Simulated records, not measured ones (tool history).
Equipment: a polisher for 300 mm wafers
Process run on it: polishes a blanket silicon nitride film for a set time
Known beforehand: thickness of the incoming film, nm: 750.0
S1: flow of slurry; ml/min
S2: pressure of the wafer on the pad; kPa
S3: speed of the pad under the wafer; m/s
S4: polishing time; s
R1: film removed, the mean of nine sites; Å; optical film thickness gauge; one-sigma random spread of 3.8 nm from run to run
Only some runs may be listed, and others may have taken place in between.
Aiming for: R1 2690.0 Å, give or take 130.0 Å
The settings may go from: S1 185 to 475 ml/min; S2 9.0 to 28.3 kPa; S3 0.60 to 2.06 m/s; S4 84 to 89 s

run 1 hour=0.0 | S1=305 S2=18.6 S3=1.32 S4=84 | R1=1472.2
run 2 hour=3.5 | S1=305 S2=21.4 S3=1.32 S4=84 | R1=1645.2
run 3 hour=6.3 | S1=375 S2=21.4 S3=1.32 S4=84 | R1=1651.2
run 4 hour=9.6 | S1=375 S2=21.4 S3=1.14 S4=84 | R1=1491.2
run 5 hour=17.0 | S1=375 S2=21.4 S3=1.14 S4=84 | R1=1466.2
run 6 hour=22.3 | S1=410 S2=21.4 S3=1.14 S4=84 | R1=1478.1
run 7 hour=30.2 | S1=410 S2=22.1 S3=1.22 S4=84 | R1=1647.7
run 8 hour=35.5 | S1=410 S2=22.8 S3=1.26 S4=84 | R1=1719.6
run 9 hour=39.4 | S1=410 S2=23.4 S3=1.30 S4=84 | R1=1844.7
run 10 hour=43.5 | S1=410 S2=24.1 S3=1.34 S4=84 | R1=1898.4

Next run, 5 choices. One meets every target within its allowed miss, the rest don't. Which?
run A hour=47.6 | S1=415 S2=25.5 S3=1.76 S4=89 | R1=?
run B hour=47.6 | S1=475 S2=23.4 S3=1.66 S4=89 | R1=?
run C hour=47.6 | S1=410 S2=20.0 S3=1.26 S4=84 | R1=?
run D hour=47.6 | S1=440 S2=22.8 S3=0.78 S4=84 | R1=?
run E hour=47.6 | S1=355 S2=20.7 S3=0.90 S4=84 | R1=?

move=A R1=2691.9
move=B R1=2385.5
move=C R1=1532.1
move=D R1=1189.5
move=E R1=1196.7
A: hits every target within its allowed miss
B: gains on the last run, yet a result remains outside its allowed miss
C: the biggest miss grows against the last run
D: the biggest miss grows against the last run
E: the biggest miss grows against the last run
Correct choice: A, which meets every target
